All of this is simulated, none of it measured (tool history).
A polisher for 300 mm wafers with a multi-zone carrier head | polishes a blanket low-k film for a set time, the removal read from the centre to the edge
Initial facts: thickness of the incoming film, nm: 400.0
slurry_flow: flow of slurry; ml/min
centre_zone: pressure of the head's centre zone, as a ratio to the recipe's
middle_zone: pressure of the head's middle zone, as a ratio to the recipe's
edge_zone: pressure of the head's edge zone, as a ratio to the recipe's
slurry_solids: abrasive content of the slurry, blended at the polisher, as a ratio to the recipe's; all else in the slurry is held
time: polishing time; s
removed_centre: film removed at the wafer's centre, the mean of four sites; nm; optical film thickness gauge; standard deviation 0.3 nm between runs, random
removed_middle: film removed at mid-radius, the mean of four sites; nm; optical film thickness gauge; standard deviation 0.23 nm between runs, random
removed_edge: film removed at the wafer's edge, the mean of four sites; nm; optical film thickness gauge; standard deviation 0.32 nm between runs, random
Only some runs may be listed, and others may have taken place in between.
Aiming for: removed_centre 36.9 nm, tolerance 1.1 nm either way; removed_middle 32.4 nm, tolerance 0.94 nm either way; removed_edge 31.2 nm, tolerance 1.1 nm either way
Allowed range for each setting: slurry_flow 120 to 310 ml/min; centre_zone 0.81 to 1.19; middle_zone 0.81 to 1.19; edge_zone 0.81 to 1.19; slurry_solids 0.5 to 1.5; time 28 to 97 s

run  hour  slurry_flow  centre_zone  middle_zone  edge_zone  slurry_solids  time  removed_centre  removed_middle  removed_edge
  1     0          200            1            1          1              1    62          38.761          38.612        38.976
  2   4.7          195         1.01         0.99       0.97           0.95    62          36.651          37.793        37.255
  3   9.3          205         1.04         0.96       0.94           0.95    61          37.471          35.345        35.612
  4  12.9          200         1.05         0.95       0.92           0.95    61          37.884          35.147        36.276
  5    15          210         1.06         0.95       0.91            0.9    61          36.619           34.05        33.405
  6  22.4          215         1.07         0.94        0.9            0.9    61          37.637           33.95        33.999
  7  26.8          215         1.07         0.94       0.89            0.9    61           37.18          34.061        32.982
  8  30.3          215         1.07         0.94       0.89            0.9    61          36.982          33.985        33.742
  9  33.3          215         1.07         0.94       0.89            0.9    61          36.747          34.208        33.306
 10    34          215         1.08         0.93       0.88            0.9    61          37.438          33.809        34.521
 11  37.3          225         1.09         0.93       0.88            0.9    61           37.52          34.062        33.786
 12  46.1          225         1.09         0.93       0.88            0.9    61          37.976          34.305        33.355
     54.3  -- edge zone pressure recalibrated
 13  54.3          225         1.09         0.93       0.87            0.9    61          37.842          33.712        33.055
 14  59.8          225         1.09         0.93       0.87            0.9    61          37.575          34.338        32.743
 15  61.2          225         1.09         0.93       0.86            0.9    61          38.073          34.289        32.683
 16  63.2          185         1.09          0.9       0.82           0.85    61          35.056          30.848        29.825
 17  67.9          190         1.09          0.9       0.82           0.85    61          35.397          31.211        29.891

5 candidate next runs follow, results not yet known. Just one meets every target within its allowed miss. Identify it.
  A  72.6          185         1.07         0.92       0.82           0.85    57               ?               ?             ?
  B  72.6          215         1.19         0.93        0.9           0.75    62               ?               ?             ?
  C  72.6          195         1.04         0.97       0.81            0.7    74               ?               ?             ?
  D  72.6          135         1.12         0.93       0.83            0.9    62               ?               ?             ?
  E  72.6          120         1.07         0.86       0.82           0.75    73               ?               ?             ?

move  removed_centre  removed_middle  removed_edge
   A           33.21          29.338        27.777
   B          35.757          29.298        28.558
   C           35.51          33.454        30.085
   D          37.481          32.411        30.895
   E          35.886          30.216        30.701
A: misses by more than the last run did
B: misses by more than the last run did
C: an improvement on the last run, though not all results are within tolerance
D: in spec on every target
E: the furthest-off result lands on target, but another misses its tolerance
Go with D: it meets all targets.
